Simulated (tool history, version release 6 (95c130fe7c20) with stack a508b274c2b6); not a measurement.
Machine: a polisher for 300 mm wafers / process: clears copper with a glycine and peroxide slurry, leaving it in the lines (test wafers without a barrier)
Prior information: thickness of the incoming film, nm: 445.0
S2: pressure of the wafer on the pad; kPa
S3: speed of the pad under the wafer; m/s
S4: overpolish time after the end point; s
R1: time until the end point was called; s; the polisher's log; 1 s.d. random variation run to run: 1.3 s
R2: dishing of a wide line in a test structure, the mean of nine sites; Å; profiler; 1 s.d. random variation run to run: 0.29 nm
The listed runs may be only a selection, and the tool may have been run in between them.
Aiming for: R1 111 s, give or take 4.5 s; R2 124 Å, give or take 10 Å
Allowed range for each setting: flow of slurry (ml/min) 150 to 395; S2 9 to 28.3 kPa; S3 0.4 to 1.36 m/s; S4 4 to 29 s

Run 1, hour 0: flow of slurry (ml/min) 250, S2 18.6 kPa, S3 0.88 m/s, S4 15 s. Result: R1 92.648 s, R2 507.88 Å.
Run 2, hour 1.2: flow of slurry (ml/min) 285, S2 18.6 kPa, S3 0.88 m/s, S4 15 s. Result: R1 91.71 s, R2 526.67 Å.
Run 3, hour 5.2: flow of slurry (ml/min) 285, S2 22.8 kPa, S3 0.88 m/s, S4 15 s. Result: R1 78.438 s, R2 587.59 Å.
Run 4, hour 9.5: flow of slurry (ml/min) 285, S2 22.8 kPa, S3 1.08 m/s, S4 15 s. Result: R1 65.241 s, R2 647.91 Å.
Run 5, hour 16.7: flow of slurry (ml/min) 285, S2 22.8 kPa, S3 1.08 m/s, S4 11 s. Result: R1 66.989 s, R2 513.8 Å.
Run 6, hour 24.4: flow of slurry (ml/min) 285, S2 22.8 kPa, S3 1.08 m/s, S4 17 s. Result: R1 66.478 s, R2 717.98 Å.
Run 7, hour 30.3: flow of slurry (ml/min) 240, S2 17.9 kPa, S3 1.08 m/s, S4 13 s. Result: R1 78.868 s, R2 522.9 Å.
Run 8, hour 36.6: flow of slurry (ml/min) 240, S2 20 kPa, S3 0.86 m/s, S4 10 s. Result: R1 89.646 s, R2 381.98 Å.
Run 9, hour 39.9: flow of slurry (ml/min) 210, S2 21.4 kPa, S3 0.7 m/s, S4 8 s. Result: R1 101.3 s, R2 263.59 Å.
Run 10, hour 43.6: flow of slurry (ml/min) 190, S2 23.4 kPa, S3 0.6 m/s, S4 7 s. Result: R1 110.77 s, R2 207.17 Å.
Run 11, hour 51.3: flow of slurry (ml/min) 175, S2 24.8 kPa, S3 0.56 m/s, S4 6 s. Result: R1 111.45 s, R2 183.79 Å.
Run 12, hour 51.9: flow of slurry (ml/min) 165, S2 26.2 kPa, S3 0.52 m/s, S4 5 s. Result: R1 115.13 s, R2 147.22 Å.

5 candidate next runs follow, results not yet known. Just one meets every target within its allowed miss. Identify it.
Run A, hour 52.5: flow of slurry (ml/min) 260, S2 28.3 kPa, S3 0.48 m/s, S4 4 s. Result: R1 ?, R2 ?.
Run B, hour 52.5: flow of slurry (ml/min) 150, S2 26.9 kPa, S3 0.5 m/s, S4 7 s. Result: R1 ?, R2 ?.
Run C, hour 52.5: flow of slurry (ml/min) 160, S2 28.3 kPa, S3 0.46 m/s, S4 4 s. Result: R1 ?, R2 ?.
Run D, hour 52.5: flow of slurry (ml/min) 155, S2 26.2 kPa, S3 0.52 m/s, S4 6 s. Result: R1 ?, R2 ?.
Run E, hour 52.5: flow of slurry (ml/min) 165, S2 25.5 kPa, S3 0.58 m/s, S4 7 s. Result: R1 ?, R2 ?.

move      R1      R2
   A  110.31  128.04
   B  119.51  203.36
   C  121.69  116.38
   D  117.35  178.42
   E  108.63  222.34
A: in spec on every target
B: its largest miss is bigger than the last run's
C: corrects the largest miss of the last run, while another result sits out of spec
D: its largest miss is bigger than the last run's
E: its largest miss is bigger than the last run's
Correct choice: A, which meets every target

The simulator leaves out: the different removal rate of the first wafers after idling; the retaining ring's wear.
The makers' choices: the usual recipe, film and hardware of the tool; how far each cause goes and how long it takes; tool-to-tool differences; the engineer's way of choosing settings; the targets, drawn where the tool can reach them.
